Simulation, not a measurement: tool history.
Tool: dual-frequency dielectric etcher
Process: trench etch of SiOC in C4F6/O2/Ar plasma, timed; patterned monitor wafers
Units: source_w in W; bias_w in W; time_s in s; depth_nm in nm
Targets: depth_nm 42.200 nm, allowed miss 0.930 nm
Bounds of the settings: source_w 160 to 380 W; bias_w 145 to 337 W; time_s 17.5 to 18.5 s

Run 1, hour 0.0: source_w 270 W, bias_w 241 W, time_s 17.5 s. Result: depth_nm 35.552 nm.
Run 2, hour 1.7: source_w 270 W, bias_w 241 W, time_s 18.5 s. Result: depth_nm 37.374 nm.
Run 3, hour 6.4: source_w 270 W, bias_w 276 W, time_s 18.5 s. Result: depth_nm 39.978 nm.
Run 4, hour 10.6: source_w 270 W, bias_w 277 W, time_s 18.5 s. Result: depth_nm 39.819 nm.
Run 5, hour 14.9: source_w 270 W, bias_w 278 W, time_s 18.5 s. Result: depth_nm 39.538 nm.
Run 6, hour 18.8: source_w 270 W, bias_w 279 W, time_s 18.5 s. Result: depth_nm 39.845 nm.
Run 7, hour 27.5: source_w 270 W, bias_w 280 W, time_s 18.5 s. Result: depth_nm 40.241 nm.
Run 8, hour 34.8: source_w 270 W, bias_w 280 W, time_s 18.5 s. Result: depth_nm 39.886 nm.
Run 9, hour 39.1: source_w 270 W, bias_w 281 W, time_s 18.5 s. Result: depth_nm 39.775 nm.
Run 10, hour 45.5: source_w 270 W, bias_w 282 W, time_s 18.5 s. Result: depth_nm 39.655 nm.
Run 11, hour 51.5: source_w 270 W, bias_w 283 W, time_s 18.5 s. Result: depth_nm 40.086 nm.
Run 12, hour 55.5: source_w 270 W, bias_w 284 W, time_s 18.5 s. Result: depth_nm 39.596 nm.
Run 13, hour 63.7: source_w 270 W, bias_w 285 W, time_s 18.5 s. Result: depth_nm 40.024 nm.
Run 14, hour 67.7: source_w 270 W, bias_w 286 W, time_s 18.5 s. Result: depth_nm 39.965 nm.
Run 15, hour 72.1: source_w 270 W, bias_w 287 W, time_s 18.5 s. Result: depth_nm 40.314 nm.

4 next moves are on the table. One of them brings every result within its allowed miss. Which?
Run A, hour 76.5: source_w 310 W, bias_w 271 W, time_s 18.5 s. Result: depth_nm ?.
Run B, hour 76.5: source_w 310 W, bias_w 283 W, time_s 17.5 s. Result: depth_nm ?.
Run C, hour 76.5: source_w 250 W, bias_w 300 W, time_s 17.5 s. Result: depth_nm ?.
Run D, hour 76.5: source_w 270 W, bias_w 276 W, time_s 18.0 s. Result: depth_nm ?.

move  depth_nm
   A    41.898
   B    40.311
   C    37.431
   D    38.583
A: meets every target
B: as far off as the last run
C: further off than the last run
D: further off than the last run
Answer: A
